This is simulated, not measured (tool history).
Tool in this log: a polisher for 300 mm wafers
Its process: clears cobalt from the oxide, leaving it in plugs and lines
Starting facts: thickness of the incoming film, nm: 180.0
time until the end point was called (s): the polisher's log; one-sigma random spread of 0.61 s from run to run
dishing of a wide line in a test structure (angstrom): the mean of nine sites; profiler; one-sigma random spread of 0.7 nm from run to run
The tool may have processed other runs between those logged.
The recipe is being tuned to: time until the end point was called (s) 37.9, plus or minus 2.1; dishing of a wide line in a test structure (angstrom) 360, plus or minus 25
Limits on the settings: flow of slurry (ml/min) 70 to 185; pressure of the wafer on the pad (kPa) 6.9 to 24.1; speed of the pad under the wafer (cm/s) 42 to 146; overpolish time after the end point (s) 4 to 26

| run | hour | flow of slurry (ml/min) | pressure of the wafer on the pad (kPa) | speed of the pad under the wafer (cm/s) | overpolish time after the end point (s) | time until the end point was called (s) | dishing of a wide line in a test structure (angstrom) |
|---|---|---|---|---|---|---|---|
| 1 | 0 | 120 | 15.2 | 94 | 13 | 33.178 | 472.38 |
| 2 | 7.7 | 120 | 15.2 | 114 | 13 | 29.129 | 516.07 |
| 3 | 8.4 | 120 | 15.2 | 114 | 18 | 27.482 | 633 |
| 4 | 16 | 95 | 15.2 | 114 | 18 | 29.732 | 619.91 |
| 5 | 18.1 | 100 | 14.5 | 114 | 17 | 30.932 | 574.08 |
| 6 | 20.2 | 100 | 14.5 | 114 | 20 | 29.649 | 635.21 |
| 7 | 22.6 | 105 | 13.8 | 114 | 18 | 32.053 | 564.49 |
| 8 | 24.4 | 100 | 12.4 | 112 | 12 | 36.894 | 416.61 |
| 9 | 32.4 | 100 | 12.4 | 112 | 8 | 36.677 | 313.13 |
| 10 | 35.1 | 100 | 12.4 | 112 | 8 | 37.002 | 318.56 |

Which single option among these 4 for the next run brings every result within its allowed miss of target? Just one does.
| A | 37.8 | 115 | 12.4 | 106 | 12 | ? | ? |
| B | 37.8 | 85 | 9.7 | 146 | 12 | ? | ? |
| C | 37.8 | 90 | 13.1 | 120 | 11 | ? | ? |
| D | 37.8 | 105 | 10.3 | 128 | 10 | ? | ? |

| move | time until the end point was called (s) | dishing of a wide line in a test structure (angstrom) |
|---|---|---|
| A | 36.795 | 414.01 |
| B | 36.352 | 417.33 |
| C | 32.46 | 424.68 |
| D | 37.092 | 361.3 |
A: moves the result that the last run missed by most past its target, out the other side
B: moves the result that the last run missed by most past its target, out the other side
C: moves the result that the last run missed by most past its target, out the other side
D: all results land within tolerance of their targets
Go with D: it meets all targets.
